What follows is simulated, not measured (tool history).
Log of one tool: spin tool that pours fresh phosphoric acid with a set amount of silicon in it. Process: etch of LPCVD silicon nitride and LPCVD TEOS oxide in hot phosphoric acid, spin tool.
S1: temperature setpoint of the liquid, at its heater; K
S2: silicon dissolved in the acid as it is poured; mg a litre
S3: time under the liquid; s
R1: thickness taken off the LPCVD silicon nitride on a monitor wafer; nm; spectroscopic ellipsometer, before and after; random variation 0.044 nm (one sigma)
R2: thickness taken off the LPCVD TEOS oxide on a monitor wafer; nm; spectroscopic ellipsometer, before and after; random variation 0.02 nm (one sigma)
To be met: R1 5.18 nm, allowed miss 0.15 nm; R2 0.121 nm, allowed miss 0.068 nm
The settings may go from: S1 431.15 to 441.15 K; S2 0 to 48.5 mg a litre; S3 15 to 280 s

| run | hour | S1 | S2 | S3 | R1 | R2 |
|---|---|---|---|---|---|---|
| 1 | 0 | 436.15 | 21.5 | 145 | 13.311 | 0.23173 |
| 2 | 7.9 | 434.65 | 21.5 | 145 | 12.554 | 0.13988 |
| 3 | 14.2 | 436.65 | 21.5 | 145 | 13.582 | 0.23957 |
| 4 | 16.6 | 436.65 | 21.5 | 105 | 9.836 | 0.18691 |
| 5 | 17.7 | 436.15 | 17.5 | 85 | 7.8553 | 0.14684 |
| 6 | 24.9 | 435.65 | 12.5 | 75 | 6.6829 | 0.14771 |
| 7 | 34 | 435.15 | 9 | 75 | 6.7133 | 0.18506 |
| 8 | 36.6 | 434.15 | 7.5 | 70 | 6.0233 | 0.145 |
| 9 | 45.2 | 433.65 | 5.5 | 70 | 5.8508 | 0.11854 |
| 10 | 52.4 | 433.65 | 4 | 70 | 5.904 | 0.14458 |
| 11 | 60 | 433.15 | 3 | 70 | 5.7753 | 0.10639 |
| 12 | 61.9 | 433.15 | 2 | 65 | 5.4261 | 0.13076 |
| 13 | 68.1 | 433.15 | 1.5 | 65 | 5.3606 | 0.1124 |
| 14 | 70.5 | 433.15 | 1 | 65 | 5.4468 | 0.12675 |
| 15 | 75.3 | 433.15 | 0.5 | 65 | 5.4162 | 0.14306 |

5 next moves are on the table. One of them brings every result within its allowed miss. Which?
| A | 80.1 | 432.15 | 2.5 | 70 | ? | ? |
| B | 80.1 | 431.15 | 30.5 | 70 | ? | ? |
| C | 80.1 | 432.65 | 0 | 70 | ? | ? |
| D | 80.1 | 431.15 | 42 | 70 | ? | ? |
| E | 80.1 | 431.65 | 0 | 65 | ? | ? |

| move | R1 | R2 |
|---|---|---|
| A | 5.7029 | 0.12187 |
| B | 5.5108 | 0.052732 |
| C | 5.8012 | 0.13258 |
| D | 5.5108 | 0.02798 |
| E | 5.2057 | 0.11416 |
A: further off than the last run
B: further off than the last run
C: further off than the last run
D: further off than the last run
E: meets every target
The right move is E.
